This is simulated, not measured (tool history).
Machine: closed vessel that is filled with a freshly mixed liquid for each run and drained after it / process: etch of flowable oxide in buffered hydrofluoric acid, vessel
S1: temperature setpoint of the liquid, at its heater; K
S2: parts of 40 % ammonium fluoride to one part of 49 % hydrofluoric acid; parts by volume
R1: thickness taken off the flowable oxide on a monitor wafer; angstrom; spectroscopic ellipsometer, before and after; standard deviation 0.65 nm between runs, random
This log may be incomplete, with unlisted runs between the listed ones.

Run 1, day 0: S1 295.15 K, S2 24 parts by volume, time in the liquid (s) 35. Result: R1 408.8 angstrom.
Run 2, day 0.308: S1 296.65 K, S2 23 parts by volume, time in the liquid (s) 35. Result: R1 456.1 angstrom.
Run 3, day 0.583: S1 297.65 K, S2 22.5 parts by volume, time in the liquid (s) 35. Result: R1 489.95 angstrom.
Run 4, day 0.862: S1 298.65 K, S2 22 parts by volume, time in the liquid (s) 35. Result: R1 516.53 angstrom.
Run 5, day 1.225: S1 298.65 K, S2 28 parts by volume, time in the liquid (s) 35. Result: R1 448.28 angstrom.
Run 6, day 1.483: S1 299.65 K, S2 26.5 parts by volume, time in the liquid (s) 35. Result: R1 478.27 angstrom.
Run 7, day 1.546: S1 300.15 K, S2 25 parts by volume, time in the liquid (s) 35. Result: R1 518.33 angstrom.
Run 8, day 1.746: S1 300.65 K, S2 24 parts by volume, time in the liquid (s) 35. Result: R1 554.8 angstrom.
Run 9, day 1.925: S1 301.15 K, S2 23.5 parts by volume, time in the liquid (s) 35. Result: R1 566.03 angstrom.
Run 10, day 2.258: S1 301.65 K, S2 22.5 parts by volume, time in the liquid (s) 35. Result: R1 607.69 angstrom.
Run 11, day 2.358: S1 301.65 K, S2 22.5 parts by volume, time in the liquid (s) 35. Result: R1 599.61 angstrom.
Run 12, day 2.433: S1 302.15 K, S2 22 parts by volume, time in the liquid (s) 35. Result: R1 628.65 angstrom.
Run 13, day 2.754: S1 302.15 K, S2 21.5 parts by volume, time in the liquid (s) 35. Result: R1 648.32 angstrom.

Run 14, settings as shown, results not yet in. Your forecast:
Run 14, day 2.854: S1 302.15 K, S2 21 parts by volume, time in the liquid (s) 35. Result: R1 ?.

R1: 644.37 angstrom

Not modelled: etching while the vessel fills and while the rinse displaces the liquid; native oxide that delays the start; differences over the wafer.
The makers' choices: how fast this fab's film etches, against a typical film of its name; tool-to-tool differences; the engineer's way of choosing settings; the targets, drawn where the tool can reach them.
